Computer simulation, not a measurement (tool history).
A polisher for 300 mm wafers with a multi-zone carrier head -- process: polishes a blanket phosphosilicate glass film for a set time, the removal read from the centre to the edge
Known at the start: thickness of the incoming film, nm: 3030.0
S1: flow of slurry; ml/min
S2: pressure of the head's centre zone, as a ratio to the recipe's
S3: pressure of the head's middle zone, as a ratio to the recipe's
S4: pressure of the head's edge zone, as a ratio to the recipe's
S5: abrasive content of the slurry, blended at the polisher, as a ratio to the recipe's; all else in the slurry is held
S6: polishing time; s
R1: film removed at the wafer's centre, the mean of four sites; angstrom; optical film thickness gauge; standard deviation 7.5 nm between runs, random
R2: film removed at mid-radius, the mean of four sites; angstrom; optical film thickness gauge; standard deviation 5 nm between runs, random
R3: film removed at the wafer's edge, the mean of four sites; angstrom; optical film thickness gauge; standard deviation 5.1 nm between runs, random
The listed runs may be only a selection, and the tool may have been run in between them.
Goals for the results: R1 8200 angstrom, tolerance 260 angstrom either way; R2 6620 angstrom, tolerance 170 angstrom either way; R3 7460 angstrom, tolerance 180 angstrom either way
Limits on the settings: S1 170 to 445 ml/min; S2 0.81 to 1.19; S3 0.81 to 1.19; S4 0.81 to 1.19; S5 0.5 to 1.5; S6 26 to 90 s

run 1 day=0 | S1=285 S2=1 S3=1 S4=1 S5=1 S6=58 | R1=5217.6 R2=5028.7 R3=5376
run 2 day=0.233 | S1=300 S2=1.05 S3=1.01 S4=1.05 S5=1.15 S6=58 | R1=5878.3 R2=5370.6 R3=5837.1
run 3 day=0.45 | S1=310 S2=1.08 S3=1.02 S4=1.08 S5=1.25 S6=59 | R1=6378.8 R2=5709.4 R3=6257.1
run 4 day=0.8 | S1=250 S2=1.08 S3=1.02 S4=1.08 S5=1.25 S6=59 | R1=6249.3 R2=5562.3 R3=6151.6
run 5 day=1.142 | S1=250 S2=1.08 S3=1.06 S4=1.08 S5=1.25 S6=59 | R1=6131.7 R2=5781 R3=6151.1
run 6 day=1.488 | S1=250 S2=1.08 S3=1.06 S4=1.08 S5=1.1 S6=59 | R1=5861.1 R2=5516.8 R3=5798.3
run 7 day=1.783 | S1=250 S2=1.08 S3=1.06 S4=1.08 S5=1.1 S6=59 | R1=5943.2 R2=5494.6 R3=5832.7
run 8 day=1.838 | S1=270 S2=1.11 S3=1.06 S4=1.11 S5=1.2 S6=60 | R1=6408 R2=5778.9 R3=6260.7
run 9 day=1.925 | S1=290 S2=1.13 S3=1.05 S4=1.12 S5=1.3 S6=61 | R1=6884.8 R2=6161.8 R3=6541.2
run 10 day=2.25 | S1=295 S2=1.15 S3=1.03 S4=1.14 S5=1.35 S6=62 | R1=7370.7 R2=6053.4 R3=6848.6
run 11 day=2.296 | S1=350 S2=1.19 S3=1.1 S4=1.19 S5=1.5 S6=62 | R1=7858.6 R2=6782.7 R3=7385.3
run 12 day=2.454 | S1=350 S2=1.19 S3=1.08 S4=1.18 S5=1.5 S6=62 | R1=7999.6 R2=6684 R3=7375.7
run 13 day=2.779 | S1=350 S2=1.19 S3=1.07 S4=1.18 S5=1.5 S6=62 | R1=7811 R2=6708.3 R3=7230.5

Which single option among these 5 for the next run brings every result within its allowed miss of target? Just one does.
run A day=3.104 | S1=235 S2=1.09 S3=1.09 S4=1.17 S5=1.4 S6=65 | R1=? R2=? R3=?
run B day=3.104 | S1=280 S2=1.14 S3=1.08 S4=1.12 S5=1.4 S6=65 | R1=? R2=? R3=?
run C day=3.104 | S1=345 S2=1.15 S3=1.06 S4=1.17 S5=1.4 S6=62 | R1=? R2=? R3=?
run D day=3.104 | S1=255 S2=1.07 S3=1.05 S4=1.19 S5=1.4 S6=67 | R1=? R2=? R3=?
run E day=3.104 | S1=360 S2=1.19 S3=1.03 S4=1.18 S5=1.35 S6=66 | R1=? R2=? R3=?

move=A R1=7147.2 R2=6718.7 R3=7276.3
move=B R1=7595 R2=6767 R3=7198.3
move=C R1=7436.2 R2=6458.2 R3=7107.7
move=D R1=7288.8 R2=6765.1 R3=7610.5
move=E R1=8108.7 R2=6648.4 R3=7522.4
A: further off than the last run
B: further off than the last run
C: further off than the last run
D: further off than the last run
E: all results in spec
Correct choice: E, which meets every target
